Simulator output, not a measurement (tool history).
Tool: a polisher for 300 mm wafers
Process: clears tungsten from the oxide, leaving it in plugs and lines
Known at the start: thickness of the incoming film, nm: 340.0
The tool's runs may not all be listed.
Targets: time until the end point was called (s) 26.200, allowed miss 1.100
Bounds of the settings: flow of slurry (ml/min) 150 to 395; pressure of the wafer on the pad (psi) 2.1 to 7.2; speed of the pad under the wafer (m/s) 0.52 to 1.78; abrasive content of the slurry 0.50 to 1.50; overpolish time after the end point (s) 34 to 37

run	day	flow of slurry (ml/min)	pressure of the wafer on the pad (psi)	speed of the pad under the wafer (m/s)	abrasive content of the slurry	overpolish time after the end point (s)	time until the end point was called (s)
1	0.000	250	4.6	1.14	1.00	34	46.688
2	0.146	250	5.4	1.16	1.00	34	38.556
3	0.429	250	6.0	1.16	1.00	34	34.924
4	0.638	280	6.0	1.16	1.00	34	34.991
5	0.929	280	6.4	1.18	1.00	34	31.126
6	1.125	280	6.4	1.18	0.90	34	32.943
7	1.338	280	7.2	1.26	0.90	34	27.967
8	1.442	280	7.2	1.28	0.90	34	27.303

Which of these 5 next moves meets every target?
A	1.546	240	7.2	1.44	0.70	35	?
B	1.546	260	7.0	1.36	1.00	36	?
C	1.546	280	6.5	1.34	0.85	34	?
D	1.546	315	7.2	1.12	0.85	35	?
E	1.546	305	6.8	1.24	0.95	35	?

move	time until the end point was called (s)
A	27.852
B	25.847
C	29.610
D	30.228
E	28.576
A: further off than the last run
B: meets every target
C: further off than the last run
D: further off than the last run
E: further off than the last run
Move B is the one to make.
